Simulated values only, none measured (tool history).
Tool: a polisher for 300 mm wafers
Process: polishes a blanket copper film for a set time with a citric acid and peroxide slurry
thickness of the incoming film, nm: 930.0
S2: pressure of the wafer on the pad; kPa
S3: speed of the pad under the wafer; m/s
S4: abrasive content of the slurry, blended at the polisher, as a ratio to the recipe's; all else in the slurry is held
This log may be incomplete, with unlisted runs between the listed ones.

{"run": 1, "hour": 0.0, "flow of slurry (ml/min)": 205, "S2": 26.2, "S3": 1.18, "S4": 1, "polishing time (s)": 85, "film removed (Å)": 2372.9}
{"run": 2, "hour": 3.5, "flow of slurry (ml/min)": 205, "S2": 31.7, "S3": 1.18, "S4": 1, "polishing time (s)": 85, "film removed (Å)": 2829.9}
{"run": 3, "hour": 7.2, "flow of slurry (ml/min)": 205, "S2": 31.7, "S3": 1.18, "S4": 1, "polishing time (s)": 85, "film removed (Å)": 2818}
{"run": 4, "hour": 13.9, "flow of slurry (ml/min)": 205, "S2": 31.7, "S3": 1.18, "S4": 1, "polishing time (s)": 85, "film removed (Å)": 2774.7}
{"run": 5, "hour": 22.4, "flow of slurry (ml/min)": 205, "S2": 30.3, "S3": 1.18, "S4": 1, "polishing time (s)": 85, "film removed (Å)": 2714.2}
{"run": 6, "hour": 23.6, "flow of slurry (ml/min)": 205, "S2": 30.3, "S3": 1.44, "S4": 1, "polishing time (s)": 85, "film removed (Å)": 3275.6}
{"run": 7, "hour": 32.3, "flow of slurry (ml/min)": 205, "S2": 29, "S3": 1.44, "S4": 1, "polishing time (s)": 85, "film removed (Å)": 3162.7}

Run 8 comes next. What will it give?
{"run": 8, "hour": 39.2, "flow of slurry (ml/min)": 205, "S2": 27.6, "S3": 1.44, "S4": 1, "polishing time (s)": 85, "film removed (Å)": "?"}

Run 8 gave film removed (Å) 3046.6.
